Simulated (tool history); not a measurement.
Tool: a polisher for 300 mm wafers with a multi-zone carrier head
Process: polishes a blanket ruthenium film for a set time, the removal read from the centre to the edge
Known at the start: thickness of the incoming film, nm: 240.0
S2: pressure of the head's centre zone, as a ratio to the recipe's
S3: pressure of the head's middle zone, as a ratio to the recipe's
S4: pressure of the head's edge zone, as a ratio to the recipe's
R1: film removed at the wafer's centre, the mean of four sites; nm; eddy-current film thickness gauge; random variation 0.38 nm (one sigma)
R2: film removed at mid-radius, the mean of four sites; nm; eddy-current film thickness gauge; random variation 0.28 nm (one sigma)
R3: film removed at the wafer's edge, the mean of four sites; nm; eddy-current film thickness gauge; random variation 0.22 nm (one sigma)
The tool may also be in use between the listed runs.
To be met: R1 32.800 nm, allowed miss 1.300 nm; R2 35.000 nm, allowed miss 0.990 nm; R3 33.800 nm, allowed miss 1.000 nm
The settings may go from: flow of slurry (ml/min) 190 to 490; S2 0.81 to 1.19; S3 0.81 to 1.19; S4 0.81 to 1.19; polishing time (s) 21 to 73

Run 1, hour 0.0: flow of slurry (ml/min) 315, S2 1.00, S3 1.00, S4 1.00, polishing time (s) 47. Result: R1 58.682 nm, R2 56.019 nm, R3 58.190 nm.
Run 2, hour 5.6: flow of slurry (ml/min) 315, S2 1.00, S3 1.06, S4 1.00, polishing time (s) 47. Result: R1 60.153 nm, R2 58.848 nm, R3 58.366 nm.
Run 3, hour 9.5: flow of slurry (ml/min) 310, S2 0.97, S3 1.04, S4 0.95, polishing time (s) 40. Result: R1 49.063 nm, R2 49.877 nm, R3 48.396 nm.
Run 4, hour 13.9: flow of slurry (ml/min) 310, S2 0.97, S3 1.07, S4 0.95, polishing time (s) 40. Result: R1 49.465 nm, R2 51.073 nm, R3 48.504 nm.
Run 5, hour 21.6: flow of slurry (ml/min) 280, S2 0.97, S3 1.07, S4 0.95, polishing time (s) 40. Result: R1 48.175 nm, R2 49.678 nm, R3 48.065 nm.
Run 6, hour 23.4: flow of slurry (ml/min) 295, S2 0.95, S3 1.04, S4 0.92, polishing time (s) 35. Result: R1 41.777 nm, R2 42.952 nm, R3 41.685 nm.
Run 7, hour 27.6: flow of slurry (ml/min) 305, S2 0.93, S3 1.02, S4 0.89, polishing time (s) 33. Result: R1 38.035 nm, R2 39.365 nm, R3 38.931 nm.
Run 8, hour 33.0: flow of slurry (ml/min) 310, S2 0.92, S3 1.02, S4 0.87, polishing time (s) 32. Result: R1 37.405 nm, R2 39.256 nm, R3 37.416 nm.
Run 9, hour 41.6: flow of slurry (ml/min) 310, S2 0.92, S3 1.02, S4 0.87, polishing time (s) 32. Result: R1 37.408 nm, R2 38.914 nm, R3 37.057 nm.
Run 10, hour 47.7: flow of slurry (ml/min) 305, S2 0.90, S3 1.00, S4 0.85, polishing time (s) 32. Result: R1 35.390 nm, R2 38.761 nm, R3 36.724 nm.
Run 11, hour 53.7: flow of slurry (ml/min) 305, S2 0.90, S3 0.98, S4 0.84, polishing time (s) 31. Result: R1 34.793 nm, R2 36.977 nm, R3 35.439 nm.
Run 12, hour 59.3: flow of slurry (ml/min) 300, S2 0.89, S3 0.97, S4 0.83, polishing time (s) 31. Result: R1 34.859 nm, R2 35.541 nm, R3 35.080 nm.
Run 13, hour 67.1: flow of slurry (ml/min) 300, S2 0.88, S3 0.97, S4 0.82, polishing time (s) 31. Result: R1 34.207 nm, R2 36.138 nm, R3 35.562 nm.
Run 14, hour 69.1: flow of slurry (ml/min) 280, S2 0.89, S3 0.99, S4 0.81, polishing time (s) 29. Result: R1 32.419 nm, R2 34.124 nm, R3 32.147 nm.
Run 15, hour 77.2: flow of slurry (ml/min) 290, S2 0.89, S3 0.99, S4 0.82, polishing time (s) 29. Result: R1 31.335 nm, R2 34.110 nm, R3 32.887 nm.
Run 16, hour 84.8: flow of slurry (ml/min) 300, S2 0.89, S3 0.99, S4 0.82, polishing time (s) 29. Result: R1 32.885 nm, R2 34.316 nm, R3 32.710 nm.

Which of these 5 next moves meets every target?
Run A, hour 92.4: flow of slurry (ml/min) 260, S2 0.91, S3 0.97, S4 0.82, polishing time (s) 33. Result: R1 ?, R2 ?, R3 ?.
Run B, hour 92.4: flow of slurry (ml/min) 255, S2 0.96, S3 0.98, S4 0.90, polishing time (s) 28. Result: R1 ?, R2 ?, R3 ?.
Run C, hour 92.4: flow of slurry (ml/min) 335, S2 0.93, S3 1.03, S4 0.81, polishing time (s) 28. Result: R1 ?, R2 ?, R3 ?.
Run D, hour 92.4: flow of slurry (ml/min) 295, S2 0.88, S3 1.02, S4 0.85, polishing time (s) 27. Result: R1 ?, R2 ?, R3 ?.
Run E, hour 92.4: flow of slurry (ml/min) 345, S2 0.88, S3 0.99, S4 0.84, polishing time (s) 29. Result: R1 ?, R2 ?, R3 ?.

move      R1      R2      R3
   A  36.426  37.384  37.103
   B  32.541  31.910  32.765
   C  32.512  34.229  31.902
   D  29.259  32.351  31.141
   E  31.929  34.380  33.657
A: takes the result that was furthest off past its target
B: further off than the last run
C: further off than the last run
D: further off than the last run
E: meets every target
Answer: E
